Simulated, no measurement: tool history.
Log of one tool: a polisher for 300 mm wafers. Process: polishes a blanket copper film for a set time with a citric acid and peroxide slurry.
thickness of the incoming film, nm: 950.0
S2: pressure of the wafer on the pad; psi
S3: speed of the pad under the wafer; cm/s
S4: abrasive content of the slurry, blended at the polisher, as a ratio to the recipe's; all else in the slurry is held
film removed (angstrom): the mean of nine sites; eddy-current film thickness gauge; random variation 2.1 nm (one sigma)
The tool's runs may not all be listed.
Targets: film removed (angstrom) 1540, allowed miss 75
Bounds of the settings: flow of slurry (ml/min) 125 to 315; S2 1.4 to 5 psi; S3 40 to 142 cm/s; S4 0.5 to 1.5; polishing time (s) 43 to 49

Run 1, hour 0: flow of slurry (ml/min) 205, S2 3.2 psi, S3 90 cm/s, S4 1, polishing time (s) 49. Result: film removed (angstrom) 1037.3.
Run 2, hour 3.2: flow of slurry (ml/min) 205, S2 3.5 psi, S3 90 cm/s, S4 1, polishing time (s) 49. Result: film removed (angstrom) 1137.3.
Run 3, hour 8.7: flow of slurry (ml/min) 205, S2 3.5 psi, S3 74 cm/s, S4 1, polishing time (s) 49. Result: film removed (angstrom) 969.33.
Run 4, hour 11.9: flow of slurry (ml/min) 205, S2 3 psi, S3 74 cm/s, S4 1, polishing time (s) 49. Result: film removed (angstrom) 858.6.
Run 5, hour 20.8: flow of slurry (ml/min) 205, S2 2.6 psi, S3 74 cm/s, S4 1, polishing time (s) 49. Result: film removed (angstrom) 736.73.
Run 6, hour 21.5: flow of slurry (ml/min) 205, S2 3.1 psi, S3 76 cm/s, S4 1, polishing time (s) 49. Result: film removed (angstrom) 883.96.
Run 7, hour 23.3: flow of slurry (ml/min) 205, S2 3.5 psi, S3 78 cm/s, S4 1, polishing time (s) 49. Result: film removed (angstrom) 1024.7.
Run 8, hour 30.6: flow of slurry (ml/min) 205, S2 4.4 psi, S3 82 cm/s, S4 1, polishing time (s) 49. Result: film removed (angstrom) 1275.
Run 9, hour 34.8: flow of slurry (ml/min) 205, S2 4.5 psi, S3 84 cm/s, S4 1, polishing time (s) 49. Result: film removed (angstrom) 1323.3.

Which of these 4 next moves meets every target?
Run A, hour 39: flow of slurry (ml/min) 195, S2 4.9 psi, S3 100 cm/s, S4 1.1, polishing time (s) 49. Result: film removed (angstrom) ?.
Run B, hour 39: flow of slurry (ml/min) 190, S2 4.9 psi, S3 100 cm/s, S4 1.2, polishing time (s) 49. Result: film removed (angstrom) ?.
Run C, hour 39: flow of slurry (ml/min) 185, S2 4.5 psi, S3 100 cm/s, S4 0.95, polishing time (s) 49. Result: film removed (angstrom) ?.
Run D, hour 39: flow of slurry (ml/min) 185, S2 5 psi, S3 104 cm/s, S4 1.05, polishing time (s) 49. Result: film removed (angstrom) ?.

move  film removed (angstrom)
   A                   1672.2
   B                   1692.2
   C                   1497.6
   D                   1732.2
A: takes the result that was furthest off past its target
B: takes the result that was furthest off past its target
C: meets every target
D: takes the result that was furthest off past its target
Move C is the one to make.
